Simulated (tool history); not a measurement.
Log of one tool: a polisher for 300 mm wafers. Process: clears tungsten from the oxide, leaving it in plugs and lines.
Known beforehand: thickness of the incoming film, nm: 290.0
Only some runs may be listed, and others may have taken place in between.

run,hour,flow of slurry (ml/min),pressure of the wafer on the pad (psi),speed of the pad under the wafer (cm/s),abrasive content of the slurry,overpolish time after the end point (s),time until the end point was called (s)
1,0,285,3.7,90,1,12,74.717
2,3.1,285,3.7,90,1,12,71.966
3,5.2,285,3.7,90,1,12,75.433
4,9.1,285,3.6,90,1,12,75.7
5,13.7,285,3.5,90,1,12,78.455
6,19.9,285,3.5,106,1,12,68.921
7,22.9,285,3.3,106,1,12,72.503
8,30.5,285,3.2,106,1,12,71.609
9,37.3,285,3.2,106,1,12,75.775
10,42.9,285,3.1,106,1,12,76.258
11,46.4,285,3,106,1,12,81.297
12,47.4,285,2.9,106,1,12,84.421
13,50.7,285,2.8,106,1,12,85.113
14,58.3,285,2.7,106,1,12,86.74

Run 15 has not been measured yet. What should we expect?
15,64.1,285,2.6,106,1,12,?

For run 15 the tool returned time until the end point was called (s) 91.516.
